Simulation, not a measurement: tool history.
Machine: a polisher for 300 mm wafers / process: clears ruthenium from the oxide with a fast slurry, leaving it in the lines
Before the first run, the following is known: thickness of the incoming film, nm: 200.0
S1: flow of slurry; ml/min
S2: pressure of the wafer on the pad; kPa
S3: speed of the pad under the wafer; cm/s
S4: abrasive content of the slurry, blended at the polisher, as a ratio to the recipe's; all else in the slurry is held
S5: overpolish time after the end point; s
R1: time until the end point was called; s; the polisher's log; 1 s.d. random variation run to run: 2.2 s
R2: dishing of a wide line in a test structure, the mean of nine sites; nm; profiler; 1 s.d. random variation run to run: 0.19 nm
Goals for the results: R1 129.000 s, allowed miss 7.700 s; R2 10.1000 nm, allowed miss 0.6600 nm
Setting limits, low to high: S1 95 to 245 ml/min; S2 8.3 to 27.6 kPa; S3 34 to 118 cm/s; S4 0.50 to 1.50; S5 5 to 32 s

Run 1, hour 0.0: S1 155 ml/min, S2 17.9 kPa, S3 76 cm/s, S4 1.00, S5 16 s. Result: R1 80.182 s, R2 28.5580 nm.
Run 2, hour 8.6: S1 155 ml/min, S2 13.8 kPa, S3 76 cm/s, S4 1.00, S5 16 s. Result: R1 105.800 s, R2 22.6910 nm.
Run 3, hour 10.5: S1 155 ml/min, S2 13.1 kPa, S3 74 cm/s, S4 1.00, S5 13 s. Result: R1 114.750 s, R2 17.5570 nm.
Run 4, hour 13.9: S1 155 ml/min, S2 17.2 kPa, S3 74 cm/s, S4 1.00, S5 13 s. Result: R1 83.354 s, R2 23.2080 nm.
Run 5, hour 18.7: S1 155 ml/min, S2 15.2 kPa, S3 74 cm/s, S4 1.00, S5 11 s. Result: R1 100.080 s, R2 17.3530 nm.
Run 6, hour 21.2: S1 155 ml/min, S2 15.2 kPa, S3 74 cm/s, S4 1.10, S5 11 s. Result: R1 92.541 s, R2 18.0230 nm.
Run 7, hour 24.9: S1 155 ml/min, S2 13.8 kPa, S3 74 cm/s, S4 1.15, S5 10 s. Result: R1 102.480 s, R2 15.3890 nm.
Run 8, hour 28.7: S1 155 ml/min, S2 13.1 kPa, S3 74 cm/s, S4 1.20, S5 9 s. Result: R1 105.050 s, R2 13.3480 nm.
Run 9, hour 36.0: S1 155 ml/min, S2 12.4 kPa, S3 74 cm/s, S4 1.20, S5 9 s. Result: R1 113.430 s, R2 13.2620 nm.
Run 10, hour 40.6: S1 155 ml/min, S2 11.7 kPa, S3 74 cm/s, S4 1.20, S5 8 s. Result: R1 113.630 s, R2 10.7240 nm.
Run 11, hour 45.9: S1 150 ml/min, S2 11.0 kPa, S3 74 cm/s, S4 1.20, S5 9 s. Result: R1 124.140 s, R2 11.6890 nm.
Run 12, hour 54.9: S1 150 ml/min, S2 11.0 kPa, S3 74 cm/s, S4 1.20, S5 9 s. Result: R1 123.470 s, R2 11.6880 nm.
Run 13, hour 55.9: S1 150 ml/min, S2 11.0 kPa, S3 74 cm/s, S4 1.20, S5 9 s. Result: R1 119.410 s, R2 11.8550 nm.
Run 14, hour 64.2: S1 150 ml/min, S2 9.7 kPa, S3 74 cm/s, S4 1.20, S5 7 s. Result: R1 137.580 s, R2 8.2485 nm.

Pick the move, out of 4, that brings all results within their allowed miss; only one does.
Run A, hour 72.5: S1 130 ml/min, S2 8.3 kPa, S3 88 cm/s, S4 1.20, S5 5 s. Result: R1 ?, R2 ?.
Run B, hour 72.5: S1 145 ml/min, S2 10.3 kPa, S3 74 cm/s, S4 1.30, S5 8 s. Result: R1 ?, R2 ?.
Run C, hour 72.5: S1 120 ml/min, S2 9.0 kPa, S3 80 cm/s, S4 1.10, S5 6 s. Result: R1 ?, R2 ?.
Run D, hour 72.5: S1 125 ml/min, S2 11.0 kPa, S3 72 cm/s, S4 1.25, S5 7 s. Result: R1 ?, R2 ?.

move       R1       R2
   A  140.470   6.1779
   B  130.620  10.3710
   C  149.990   6.9133
   D  132.140   9.0414
A: moves away from the targets compared with the last run
B: each result inside its tolerance
C: moves away from the targets compared with the last run
D: gains on the last run, yet a result remains outside its allowed miss
B is the move that brings every result within its allowed miss.

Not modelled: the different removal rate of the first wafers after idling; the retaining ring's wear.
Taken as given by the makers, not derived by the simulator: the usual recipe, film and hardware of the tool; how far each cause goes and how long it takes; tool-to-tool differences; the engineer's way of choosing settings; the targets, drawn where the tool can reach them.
